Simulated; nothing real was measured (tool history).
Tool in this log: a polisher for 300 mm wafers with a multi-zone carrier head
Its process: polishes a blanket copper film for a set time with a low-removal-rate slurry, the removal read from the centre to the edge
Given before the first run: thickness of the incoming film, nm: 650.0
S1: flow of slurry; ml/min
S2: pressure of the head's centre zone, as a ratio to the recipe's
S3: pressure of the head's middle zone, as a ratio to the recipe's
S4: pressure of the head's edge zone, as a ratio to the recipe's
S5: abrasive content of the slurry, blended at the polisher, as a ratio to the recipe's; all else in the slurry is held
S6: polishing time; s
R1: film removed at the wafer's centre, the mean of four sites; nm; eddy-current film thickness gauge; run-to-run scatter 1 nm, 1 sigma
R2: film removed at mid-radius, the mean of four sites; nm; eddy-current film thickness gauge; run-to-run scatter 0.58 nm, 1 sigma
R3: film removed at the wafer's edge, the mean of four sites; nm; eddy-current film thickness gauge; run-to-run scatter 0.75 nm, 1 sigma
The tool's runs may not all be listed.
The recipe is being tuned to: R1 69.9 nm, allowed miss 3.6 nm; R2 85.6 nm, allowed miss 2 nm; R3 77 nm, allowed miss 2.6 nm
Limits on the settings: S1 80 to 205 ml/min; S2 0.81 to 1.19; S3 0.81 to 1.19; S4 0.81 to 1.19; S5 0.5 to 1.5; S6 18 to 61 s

{"run": 1, "hour": 0.0, "S1": 135, "S2": 1, "S3": 1, "S4": 1, "S5": 1, "S6": 39, "R1": 91.301, "R2": 87.255, "R3": 89.444}
{"run": 2, "hour": 5.6, "S1": 135, "S2": 0.96, "S3": 1, "S4": 1, "S5": 1, "S6": 39, "R1": 86.966, "R2": 88.172, "R3": 90.085}
{"run": 3, "hour": 9.2, "S1": 125, "S2": 0.93, "S3": 1.02, "S4": 0.95, "S5": 0.95, "S6": 39, "R1": 81.871, "R2": 85.011, "R3": 85.79}
{"run": 4, "hour": 15.6, "S1": 125, "S2": 0.93, "S3": 1.02, "S4": 0.95, "S5": 0.8, "S6": 39, "R1": 79.006, "R2": 83.415, "R3": 82.727}
{"run": 5, "hour": 18.2, "S1": 125, "S2": 0.86, "S3": 1.02, "S4": 0.95, "S5": 0.8, "S6": 39, "R1": 73.944, "R2": 82.841, "R3": 82.998}
{"run": 6, "hour": 19.7, "S1": 125, "S2": 0.91, "S3": 1.02, "S4": 0.95, "S5": 0.8, "S6": 39, "R1": 77.258, "R2": 81.975, "R3": 82.425}
{"run": 7, "hour": 22.8, "S1": 125, "S2": 0.89, "S3": 1.05, "S4": 0.92, "S5": 0.75, "S6": 39, "R1": 75.029, "R2": 82.132, "R3": 79.182}
{"run": 8, "hour": 29.4, "S1": 125, "S2": 0.87, "S3": 1.07, "S4": 0.92, "S5": 0.75, "S6": 39, "R1": 71.393, "R2": 83.906, "R3": 81.283}
{"run": 9, "hour": 37.1, "S1": 125, "S2": 0.87, "S3": 1.09, "S4": 0.89, "S5": 0.75, "S6": 39, "R1": 72.769, "R2": 85.324, "R3": 80.659}
{"hour": 40.3, "done": "worn pad replaced by a new one"}
{"run": 10, "hour": 40.3, "S1": 125, "S2": 0.87, "S3": 1.1, "S4": 0.87, "S5": 0.7, "S6": 39, "R1": 76.795, "R2": 90.015, "R3": 83.028}

Exercise: of the 4 proposed moves below, exactly one satisfies all targets within the stated allowed misses. Which move is it?
{"run": "A", "hour": 43.5, "S1": 115, "S2": 0.81, "S3": 1.13, "S4": 0.92, "S5": 0.65, "S6": 38, "R1": "?", "R2": "?", "R3": "?"}
{"run": "B", "hour": 43.5, "S1": 140, "S2": 0.84, "S3": 1.11, "S4": 0.84, "S5": 0.55, "S6": 37, "R1": "?", "R2": "?", "R3": "?"}
{"run": "C", "hour": 43.5, "S1": 120, "S2": 0.88, "S3": 1.06, "S4": 0.88, "S5": 0.8, "S6": 40, "R1": "?", "R2": "?", "R3": "?"}
{"run": "D", "hour": 43.5, "S1": 105, "S2": 0.81, "S3": 0.98, "S4": 1.04, "S5": 0.75, "S6": 41, "R1": "?", "R2": "?", "R3": "?"}

move=A R1=68.495 R2=86.323 R3=81.027
move=B R1=70.857 R2=84.66 R3=76.326
move=C R1=82.754 R2=92.43 R3=88.078
move=D R1=73.658 R2=86.278 R3=93.047
A: closes in on the targets versus the last run, not all within tolerance yet
B: in spec on every target
C: its largest miss is bigger than the last run's
D: its largest miss is bigger than the last run's
B meets every target.
